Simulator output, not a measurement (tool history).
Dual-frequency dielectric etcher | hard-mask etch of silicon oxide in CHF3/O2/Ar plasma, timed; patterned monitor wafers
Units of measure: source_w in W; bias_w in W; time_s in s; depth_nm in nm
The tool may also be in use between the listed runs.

run,hour,source_w,bias_w,time_s,depth_nm
1,0.0,880,140,16.5,36.028
2,8.1,810,131,16.5,34.320
3,16.8,750,123,16.5,33.047
4,22.5,750,123,16.5,32.964
5,27.0,750,106,16.5,31.458
6,33.9,750,106,16.5,31.293
7,39.5,710,103,16.5,30.996

Run 8 has not been measured yet. What should we expect?
8,48.4,680,99,16.5,?

Run 8 produced depth_nm 29.872 nm.

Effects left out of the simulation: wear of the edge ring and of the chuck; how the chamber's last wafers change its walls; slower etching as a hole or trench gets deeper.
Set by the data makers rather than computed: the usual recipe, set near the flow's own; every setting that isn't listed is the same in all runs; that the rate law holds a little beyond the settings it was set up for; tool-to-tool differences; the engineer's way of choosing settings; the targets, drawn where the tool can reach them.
